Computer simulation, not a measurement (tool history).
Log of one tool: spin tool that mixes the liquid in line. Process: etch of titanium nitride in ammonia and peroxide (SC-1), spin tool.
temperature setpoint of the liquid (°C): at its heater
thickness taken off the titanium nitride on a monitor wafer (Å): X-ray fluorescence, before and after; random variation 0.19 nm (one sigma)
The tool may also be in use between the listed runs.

run,hour,temperature setpoint of the liquid (°C),parts of water to one part of 30 % peroxide (parts by volume),parts of 29 % ammonia solution to one part of 30 % peroxide (parts by volume),time under the liquid (s),thickness taken off the titanium nitride on a monitor wafer (Å)
1,0.0,59.0,9.5,0.50,275,293.03
2,1.1,59.0,11.5,0.50,275,263.59
3,7.6,60.5,11.5,0.50,275,291.59
4,8.3,60.5,11.5,0.35,275,275.32
5,10.1,62.0,11.5,0.35,275,301.77
6,15.2,62.0,13.5,0.35,275,277.08
7,17.5,63.5,13.5,0.35,275,305.22
8,25.8,64.5,13.5,0.35,275,323.35
9,34.3,65.5,13.5,0.35,275,345.70
10,36.6,66.5,13.5,0.35,275,368.07
11,41.2,67.0,13.5,0.35,275,379.10
12,46.5,67.5,13.5,0.35,275,391.94

Run 13 comes next. What will it give?
13,50.0,68.0,13.5,0.35,275,?

Run 13 gave thickness taken off the titanium nitride on a monitor wafer (Å) 404.09.
